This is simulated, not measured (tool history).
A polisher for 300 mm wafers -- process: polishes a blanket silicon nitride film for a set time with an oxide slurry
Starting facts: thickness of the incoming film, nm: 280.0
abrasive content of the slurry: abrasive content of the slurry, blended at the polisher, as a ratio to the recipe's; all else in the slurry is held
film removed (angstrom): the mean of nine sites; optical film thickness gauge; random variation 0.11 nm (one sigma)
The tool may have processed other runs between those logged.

| run | hour | flow of slurry (ml/min) | pressure of the wafer on the pad (kPa) | speed of the pad under the wafer (cm/s) | abrasive content of the slurry | polishing time (s) | film removed (angstrom) |
|---|---|---|---|---|---|---|---|
| 1 | 0 | 170 | 18.6 | 122 | 1 | 62 | 287.96 |
| 2 | 1 | 160 | 16.5 | 122 | 1 | 62 | 250.13 |
| 3 | 3 | 160 | 20.7 | 122 | 1 | 62 | 317.8 |
| 4 | 5.2 | 160 | 20.7 | 110 | 1 | 62 | 298.11 |
| 5 | 8.9 | 150 | 18.6 | 110 | 1 | 62 | 262.25 |
| 6 | 15.5 | 150 | 18.6 | 110 | 1 | 56 | 236.5 |
| 7 | 22.8 | 150 | 18.6 | 110 | 1 | 56 | 238.49 |
| 8 | 24.1 | 140 | 17.2 | 110 | 1 | 56 | 218.26 |
| 9 | 32.4 | 115 | 12.4 | 110 | 1 | 56 | 151.45 |

Run 10 is up next; what results do you expect?
| 10 | 34 | 130 | 12.4 | 110 | 1 | 56 | ? |

{"run 10": {"film removed (angstrom)": 156.72}}
